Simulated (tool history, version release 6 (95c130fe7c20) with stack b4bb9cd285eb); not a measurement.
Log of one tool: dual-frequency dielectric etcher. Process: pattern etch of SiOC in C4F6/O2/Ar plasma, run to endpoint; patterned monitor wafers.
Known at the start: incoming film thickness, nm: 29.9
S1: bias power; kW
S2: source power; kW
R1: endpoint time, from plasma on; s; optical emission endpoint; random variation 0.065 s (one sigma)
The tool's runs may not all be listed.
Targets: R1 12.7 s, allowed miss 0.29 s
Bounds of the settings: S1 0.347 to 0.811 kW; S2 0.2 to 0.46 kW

run	hour	S1	S2	R1
1	0	0.579	0.33	10.239
2	3.8	0.579	0.39	9.47
3	12.2	0.544	0.37	9.9933
4	15.9	0.515	0.36	10.332
5	22.3	0.49	0.35	10.744
6	24.5	0.469	0.34	11.208
7	27.7	0.452	0.34	11.244
8	33.2	0.347	0.28	13.795
9	38.9	0.44	0.29	12.388
10	41.4	0.436	0.29	12.289

Which of these 5 next moves meets every target?
A	43.9	0.488	0.25	?
B	43.9	0.506	0.27	?
C	43.9	0.397	0.27	?
D	43.9	0.401	0.27	?
E	43.9	0.398	0.33	?

move	R1
A	12.583
B	11.918
C	13.274
D	13.215
E	12.036
A: meets every target
B: further off than the last run
C: takes the result that was furthest off past its target
D: takes the result that was furthest off past its target
E: further off than the last run
Answer: A
